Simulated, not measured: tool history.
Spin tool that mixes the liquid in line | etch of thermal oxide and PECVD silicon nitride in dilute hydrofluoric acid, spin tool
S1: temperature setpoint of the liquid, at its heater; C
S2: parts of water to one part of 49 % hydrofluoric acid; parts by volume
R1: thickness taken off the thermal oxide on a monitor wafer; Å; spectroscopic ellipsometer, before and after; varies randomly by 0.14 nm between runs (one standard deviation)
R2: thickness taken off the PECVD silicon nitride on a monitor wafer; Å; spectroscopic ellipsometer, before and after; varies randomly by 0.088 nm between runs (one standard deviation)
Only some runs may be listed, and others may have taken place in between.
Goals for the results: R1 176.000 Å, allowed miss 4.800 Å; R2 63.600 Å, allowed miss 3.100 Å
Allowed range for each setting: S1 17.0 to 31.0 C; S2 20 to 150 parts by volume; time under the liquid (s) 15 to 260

Run 1, hour 0.0: S1 23.0 C, S2 85 parts by volume, time under the liquid (s) 130. Result: R1 67.592 Å, R2 26.145 Å.
Run 2, hour 4.9: S1 23.0 C, S2 75 parts by volume, time under the liquid (s) 130. Result: R1 77.807 Å, R2 28.616 Å.
Run 3, hour 7.4: S1 25.0 C, S2 75 parts by volume, time under the liquid (s) 130. Result: R1 85.348 Å, R2 32.920 Å.
Run 4, hour 15.4: S1 25.5 C, S2 70 parts by volume, time under the liquid (s) 130. Result: R1 93.548 Å, R2 36.163 Å.
Run 5, hour 18.6: S1 26.0 C, S2 65 parts by volume, time under the liquid (s) 130. Result: R1 102.640 Å, R2 39.942 Å.
Run 6, hour 23.4: S1 26.0 C, S2 65 parts by volume, time under the liquid (s) 160. Result: R1 127.740 Å, R2 50.233 Å.
Run 7, hour 25.8: S1 26.0 C, S2 60 parts by volume, time under the liquid (s) 160. Result: R1 136.090 Å, R2 54.659 Å.
Run 8, hour 29.7: S1 26.0 C, S2 55 parts by volume, time under the liquid (s) 155. Result: R1 147.670 Å, R2 57.548 Å.

Exactly one of the 4 candidate moves below puts every result within its allowed miss. Which one?
Run A, hour 33.6: S1 27.0 C, S2 70 parts by volume, time under the liquid (s) 230. Result: R1 ?, R2 ?.
Run B, hour 33.6: S1 30.5 C, S2 95 parts by volume, time under the liquid (s) 180. Result: R1 ?, R2 ?.
Run C, hour 33.6: S1 29.0 C, S2 60 parts by volume, time under the liquid (s) 180. Result: R1 ?, R2 ?.
Run D, hour 33.6: S1 23.0 C, S2 50 parts by volume, time under the liquid (s) 190. Result: R1 ?, R2 ?.

move       R1      R2
   A  172.760  70.604
   B  110.040  50.966
   C  173.110  73.306
   D  174.530  62.206
A: puts the biggest miss on target and leaves a different result outside tolerance
B: the biggest miss grows against the last run
C: puts the biggest miss on target and leaves a different result outside tolerance
D: all results land within tolerance of their targets
D meets every target.

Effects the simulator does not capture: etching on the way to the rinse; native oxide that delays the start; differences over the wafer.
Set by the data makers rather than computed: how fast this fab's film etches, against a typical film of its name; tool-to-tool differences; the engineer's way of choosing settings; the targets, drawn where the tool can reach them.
